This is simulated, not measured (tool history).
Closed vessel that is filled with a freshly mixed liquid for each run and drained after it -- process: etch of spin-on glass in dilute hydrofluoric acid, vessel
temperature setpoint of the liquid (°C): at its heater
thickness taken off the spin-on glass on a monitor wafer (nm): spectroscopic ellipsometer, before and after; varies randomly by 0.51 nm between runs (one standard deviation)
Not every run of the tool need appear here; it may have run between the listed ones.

run	hour	temperature setpoint of the liquid (°C)	parts of water to one part of 49 % hydrofluoric acid (parts by volume)	time in the liquid (s)	thickness taken off the spin-on glass on a monitor wafer (nm)
1	0	23	145	110	25.948
2	4.9	20.5	145	110	23.338
3	12.9	20.5	145	120	25.723
4	20.1	22	145	120	27.259
5	26.8	22	100	120	41.309
6	35.4	24	95	120	47.532
7	42.3	25.5	90	120	53.832
8	49.8	26.5	90	120	55.855
9	55.4	27.5	90	120	57.566

Forecast run 10:
10	62.5	28	85	120	?

thickness taken off the spin-on glass on a monitor wafer (nm): 62.687
